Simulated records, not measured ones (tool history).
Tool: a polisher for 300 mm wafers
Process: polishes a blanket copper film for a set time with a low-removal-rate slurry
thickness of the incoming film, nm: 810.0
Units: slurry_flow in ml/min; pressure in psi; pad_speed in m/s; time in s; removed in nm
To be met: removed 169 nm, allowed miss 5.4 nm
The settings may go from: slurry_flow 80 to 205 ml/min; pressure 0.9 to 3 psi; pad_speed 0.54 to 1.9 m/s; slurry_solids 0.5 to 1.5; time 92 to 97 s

run  hour  slurry_flow  pressure  pad_speed  slurry_solids  time  removed
  1     0          135       1.9       1.22              1    92   228.17
  2   4.7          135       2.2       1.22              1    92   262.21
  3  13.1          130         2       1.22              1    92   240.18
  4  19.7          130       1.8       1.22              1    92   214.37
  5    27          130       2.2       1.22              1    92   259.35
  6  35.4          130       2.2       1.02              1    92    217.7
  7  43.5          125       2.1       1.02              1    92   205.99
     50.2  -- slurry nozzle cleaned
  8  50.2          120         2       1.02              1    92   201.83

5 next moves are on the table. One of them brings every result within its allowed miss. Which?
  A  56.9          115       1.8       0.92              1    92        ?
  B  56.9          140       1.8       1.26              1    92        ?
  C  56.9           95       2.1       1.08           1.05    97        ?
  D  56.9           85         2       1.28              1    97        ?
  E  56.9          120       2.1       1.26           0.85    97        ?

move  removed
   A   166.77
   B   232.11
   C   234.22
   D   256.52
   E   269.49
A: meets every target
B: further off than the last run
C: further off than the last run
D: further off than the last run
E: further off than the last run
The right move is A.

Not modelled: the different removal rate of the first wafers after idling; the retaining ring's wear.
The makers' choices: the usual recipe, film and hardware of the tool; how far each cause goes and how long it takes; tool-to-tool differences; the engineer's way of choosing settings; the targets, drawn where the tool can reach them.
